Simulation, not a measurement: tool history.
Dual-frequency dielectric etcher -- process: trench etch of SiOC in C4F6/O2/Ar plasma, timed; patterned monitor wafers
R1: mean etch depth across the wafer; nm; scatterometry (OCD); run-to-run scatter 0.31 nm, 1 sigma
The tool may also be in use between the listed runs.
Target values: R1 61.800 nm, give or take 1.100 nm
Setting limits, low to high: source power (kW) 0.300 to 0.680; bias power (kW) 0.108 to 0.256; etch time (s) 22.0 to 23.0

{"run": 1, "hour": 0.0, "source power (kW)": 0.49, "bias power (kW)": 0.182, "etch time (s)": 22.0, "R1": 55.963}
{"run": 2, "hour": 2.6, "source power (kW)": 0.49, "bias power (kW)": 0.149, "etch time (s)": 22.0, "R1": 53.086}
{"run": 3, "hour": 7.6, "source power (kW)": 0.55, "bias power (kW)": 0.149, "etch time (s)": 22.0, "R1": 54.85}
{"run": 4, "hour": 15.9, "source power (kW)": 0.58, "bias power (kW)": 0.159, "etch time (s)": 22.0, "R1": 57.139}
{"run": 5, "hour": 24.4, "source power (kW)": 0.58, "bias power (kW)": 0.159, "etch time (s)": 22.0, "R1": 57.199}
{"run": 6, "hour": 31.2, "source power (kW)": 0.61, "bias power (kW)": 0.163, "etch time (s)": 22.0, "R1": 58.567}
{"run": 7, "hour": 36.6, "source power (kW)": 0.63, "bias power (kW)": 0.166, "etch time (s)": 22.0, "R1": 59.907}
{"run": 8, "hour": 38.1, "source power (kW)": 0.64, "bias power (kW)": 0.167, "etch time (s)": 22.0, "R1": 60.128}
{"run": 9, "hour": 41.6, "source power (kW)": 0.65, "bias power (kW)": 0.168, "etch time (s)": 22.0, "R1": 59.927}

5 candidate next runs follow, results not yet known. Just one meets every target within its allowed miss. Identify it.
{"run": "A", "hour": 45.1, "source power (kW)": 0.68, "bias power (kW)": 0.15, "etch time (s)": 22.0, "R1": "?"}
{"run": "B", "hour": 45.1, "source power (kW)": 0.68, "bias power (kW)": 0.187, "etch time (s)": 22.5, "R1": "?"}
{"run": "C", "hour": 45.1, "source power (kW)": 0.68, "bias power (kW)": 0.174, "etch time (s)": 22.5, "R1": "?"}
{"run": "D", "hour": 45.1, "source power (kW)": 0.68, "bias power (kW)": 0.177, "etch time (s)": 22.5, "R1": "?"}
{"run": "E", "hour": 45.1, "source power (kW)": 0.66, "bias power (kW)": 0.178, "etch time (s)": 22.0, "R1": "?"}

move=A R1=59.433
move=B R1=64.947
move=C R1=63.532
move=D R1=63.862
move=E R1=61.875
A: lands further from the targets than the last run did
B: takes the biggest miss from the last run beyond its target
C: takes the biggest miss from the last run beyond its target
D: takes the biggest miss from the last run beyond its target
E: every result within its allowed miss
E is the move that brings every result within its allowed miss.
